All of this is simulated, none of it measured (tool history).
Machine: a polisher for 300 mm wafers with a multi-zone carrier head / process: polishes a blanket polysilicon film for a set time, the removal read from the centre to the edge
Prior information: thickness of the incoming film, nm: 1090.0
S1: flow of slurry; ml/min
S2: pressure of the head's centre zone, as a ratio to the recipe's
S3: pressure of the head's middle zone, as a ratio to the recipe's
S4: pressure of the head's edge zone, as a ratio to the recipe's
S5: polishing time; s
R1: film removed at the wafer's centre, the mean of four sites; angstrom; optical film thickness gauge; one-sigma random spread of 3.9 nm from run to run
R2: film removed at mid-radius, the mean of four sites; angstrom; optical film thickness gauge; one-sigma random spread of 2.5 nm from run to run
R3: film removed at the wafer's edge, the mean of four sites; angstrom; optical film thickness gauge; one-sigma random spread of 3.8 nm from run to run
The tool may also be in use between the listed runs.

Run 1, day 0: S1 240 ml/min, S2 1, S3 1, S4 1, S5 45 s. Result: R1 3919 angstrom, R2 3988.9 angstrom, R3 3897.1 angstrom.
Run 2, day 0.354: S1 240 ml/min, S2 0.93, S3 1, S4 1, S5 45 s. Result: R1 3825 angstrom, R2 3898.3 angstrom, R3 3798.4 angstrom.
Run 3, day 0.6: S1 235 ml/min, S2 0.92, S3 0.99, S4 1.01, S5 44 s. Result: R1 3589.8 angstrom, R2 3816.2 angstrom, R3 3849.1 angstrom.
Run 4, day 0.9: S1 235 ml/min, S2 0.92, S3 0.99, S4 1.01, S5 50 s. Result: R1 4092.6 angstrom, R2 4316.6 angstrom, R3 4283.9 angstrom.
Run 5, day 1.083: S1 260 ml/min, S2 0.92, S3 0.99, S4 1.01, S5 50 s. Result: R1 4101.5 angstrom, R2 4356.9 angstrom, R3 4308.3 angstrom.
Run 6, day 1.271: S1 260 ml/min, S2 0.84, S3 0.99, S4 1.01, S5 50 s. Result: R1 3752.2 angstrom, R2 4308.2 angstrom, R3 4354.5 angstrom.
Run 7, day 1.608: S1 260 ml/min, S2 0.84, S3 0.97, S4 1, S5 48 s. Result: R1 3706.7 angstrom, R2 4156.3 angstrom, R3 4161.3 angstrom.
Run 8, day 1.717: S1 255 ml/min, S2 0.84, S3 0.95, S4 1, S5 46 s. Result: R1 3519.2 angstrom, R2 3934.1 angstrom, R3 3982.3 angstrom.
Run 9, day 1.804: S1 250 ml/min, S2 0.85, S3 0.93, S4 1, S5 44 s. Result: R1 3501.6 angstrom, R2 3668.9 angstrom, R3 3736.3 angstrom.

The next listed run, before its measurement:
Run 10, day 1.854: S1 245 ml/min, S2 0.85, S3 0.92, S4 1.01, S5 43 s. Result: R1 ?, R2 ?, R3 ?.

Run 10 produced R1 3295.6 angstrom, R2 3646.6 angstrom, R3 3614.2 angstrom.

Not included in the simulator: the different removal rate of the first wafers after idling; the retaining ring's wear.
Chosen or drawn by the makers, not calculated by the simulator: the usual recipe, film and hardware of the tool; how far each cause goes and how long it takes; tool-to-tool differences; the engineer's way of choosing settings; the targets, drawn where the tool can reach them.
